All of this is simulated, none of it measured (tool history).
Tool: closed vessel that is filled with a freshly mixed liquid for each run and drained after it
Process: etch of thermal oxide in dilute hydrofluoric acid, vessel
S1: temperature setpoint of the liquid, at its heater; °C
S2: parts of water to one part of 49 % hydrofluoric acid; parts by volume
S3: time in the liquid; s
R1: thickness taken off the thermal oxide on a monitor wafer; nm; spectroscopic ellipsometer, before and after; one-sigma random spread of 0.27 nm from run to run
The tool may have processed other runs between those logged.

| run | day | S1 | S2 | S3 | R1 |
|---|---|---|---|---|---|
| 1 | 0 | 21 | 40 | 235 | 29.395 |
| 2 | 0.204 | 18.5 | 40 | 235 | 26.377 |
| 3 | 0.4 | 21 | 40 | 235 | 29.145 |
| 4 | 0.654 | 21 | 55 | 235 | 20.978 |
| 5 | 0.825 | 24 | 55 | 235 | 23.643 |
| 6 | 1.029 | 25.5 | 50 | 235 | 27.82 |
| 7 | 1.075 | 26.5 | 45 | 235 | 32.551 |
| 8 | 1.138 | 27 | 40 | 235 | 37.692 |
| 9 | 1.217 | 27.5 | 40 | 235 | 38.214 |

Predict the results of run 10:
| 10 | 1.325 | 29 | 35 | 235 | ? |

R1: 46.777 nm
